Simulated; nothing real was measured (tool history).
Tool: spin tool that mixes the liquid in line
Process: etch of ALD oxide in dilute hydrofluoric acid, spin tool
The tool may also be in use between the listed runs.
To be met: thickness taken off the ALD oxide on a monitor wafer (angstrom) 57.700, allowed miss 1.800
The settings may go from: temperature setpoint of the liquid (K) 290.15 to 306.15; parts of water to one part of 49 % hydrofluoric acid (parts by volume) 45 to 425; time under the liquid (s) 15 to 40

run  hour  temperature setpoint of the liquid (K)  parts of water to one part of 49 % hydrofluoric acid (parts by volume)  time under the liquid (s)  thickness taken off the ALD oxide on a monitor wafer (angstrom)
  1   0.0                                  298.15                                                                     235                         40                                                           18.104
  2   4.1                                  298.15                                                                     235                         40                                                           18.192
  3   6.2                                  296.65                                                                     235                         40                                                           17.513
  4   6.8                                  298.65                                                                     185                         40                                                           24.697
  5  13.5                                  300.15                                                                     155                         40                                                           32.959
  6  17.5                                  300.15                                                                     155                         40                                                           33.077
  7  22.3                                  301.65                                                                     145                         40                                                           37.829
  8  30.9                                  302.65                                                                     135                         40                                                           42.976
  9  39.5                                  303.65                                                                     130                         40                                                           45.374
 10  46.4                                  304.15                                                                     125                         40                                                           48.361
 11  49.3                                  304.15                                                                     125                         40                                                           48.653
 12  58.0                                  304.65                                                                     120                         40                                                           52.253
 13  66.6                                  305.15                                                                     120                         40                                                           52.903

5 next moves are on the table. One of them brings every result within its allowed miss. Which?
  A  75.2                                  306.15                                                                      45                         15                                                                ?
  B  75.2                                  304.65                                                                     115                         40                                                                ?
  C  75.2                                  306.15                                                                     115                         40                                                                ?
  D  75.2                                  304.65                                                                     105                         40                                                                ?
  E  75.2                                  302.65                                                                     120                         40                                                                ?

move  thickness taken off the ALD oxide on a monitor wafer (angstrom)
   A                                                           61.755
   B                                                           54.683
   C                                                           57.736
   D                                                           60.760
   E                                                           48.354
A: takes the result that was furthest off past its target
B: nearer than the last run, and not there yet
C: meets every target
D: takes the result that was furthest off past its target
E: further off than the last run
Move C is the one to make.
